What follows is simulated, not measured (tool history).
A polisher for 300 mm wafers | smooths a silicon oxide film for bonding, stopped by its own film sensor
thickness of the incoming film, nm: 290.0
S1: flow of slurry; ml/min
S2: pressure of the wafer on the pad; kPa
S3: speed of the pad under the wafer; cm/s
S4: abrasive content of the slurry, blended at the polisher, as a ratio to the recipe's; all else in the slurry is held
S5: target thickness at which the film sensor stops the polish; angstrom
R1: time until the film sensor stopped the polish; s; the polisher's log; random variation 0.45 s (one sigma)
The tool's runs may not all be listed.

run 1 hour=0.0 | S1=305 S2=12.4 S3=112 S4=1.0 S5=2660 | R1=27.018
run 2 hour=1.7 | S1=305 S2=11.7 S3=112 S4=1.0 S5=2660 | R1=27.546
run 3 hour=2.9 | S1=305 S2=11.7 S3=112 S4=1.1 S5=2660 | R1=26.915
run 4 hour=8.6 | S1=305 S2=11.7 S3=112 S4=1.1 S5=2690 | R1=23.635
run 5 hour=16.5 | S1=305 S2=11.0 S3=108 S4=1.1 S5=2690 | R1=24.608
run 6 hour=19.8 | S1=305 S2=9.0 S3=108 S4=1.1 S5=2690 | R1=27.863
run 7 hour=26.9 | S1=305 S2=8.3 S3=102 S4=1.1 S5=2690 | R1=30.874

The next listed run, before its measurement:
run 8 hour=31.7 | S1=305 S2=7.6 S3=98 S4=1.1 S5=2690 | R1=?

R1: 32.469 s
